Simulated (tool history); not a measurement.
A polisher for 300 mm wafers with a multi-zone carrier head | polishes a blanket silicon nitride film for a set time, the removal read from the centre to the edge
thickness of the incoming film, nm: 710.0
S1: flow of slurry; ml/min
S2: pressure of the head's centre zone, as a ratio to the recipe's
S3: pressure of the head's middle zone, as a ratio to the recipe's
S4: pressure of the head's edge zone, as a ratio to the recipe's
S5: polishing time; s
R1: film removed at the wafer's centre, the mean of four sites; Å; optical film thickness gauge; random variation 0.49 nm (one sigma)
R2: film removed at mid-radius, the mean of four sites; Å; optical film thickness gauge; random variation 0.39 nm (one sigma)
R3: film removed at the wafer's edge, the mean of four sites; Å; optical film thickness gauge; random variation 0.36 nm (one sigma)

run,hour,S1,S2,S3,S4,S5,R1,R2,R3
1,0,170,1,1,1,31,344.81,329.85,330.54
2,8.1,170,1,1,1,26,283.78,284.36,277.13
3,13.8,175,1.02,1,0.99,26,288.01,268.95,274.59
4,17,175,1.03,1.02,0.98,26,297.56,274.71,277.49
5,18.7,175,0.98,1.02,0.98,26,277.26,285.39,280.39
6,24.1,175,0.98,1.02,0.98,31,331.49,343.03,323.7
7,26,175,0.99,1.02,0.96,31,334.76,339.14,329.87
8,31,175,1.01,1.04,0.97,30,331.64,323.44,315.26
9,37.5,175,1.02,1.06,0.96,30,327.78,338.74,307.02
10,42.1,175,1.03,1.06,0.95,30,337.04,342.54,309.52
11,44.3,175,1.04,1.06,0.95,30,344.5,342.21,316.32
12,47.2,175,1.05,1.06,0.95,29,336.21,313.98,304.55
13,48.7,175,1.06,1.07,0.95,29,334.75,326.75,302.38
14,52.2,175,1.07,1.07,0.94,29,340.48,322.69,300.85
15,60,175,1.08,1.07,0.93,29,333.49,326.5,297.47
16,67.5,175,1.09,1.06,0.93,29,354.99,320.88,302.09

The next listed run, before its measurement:
17,72.2,175,1.09,1.06,0.92,29,?,?,?

R1: 352.94 Å
R2: 312.48 Å
R3: 295.77 Å
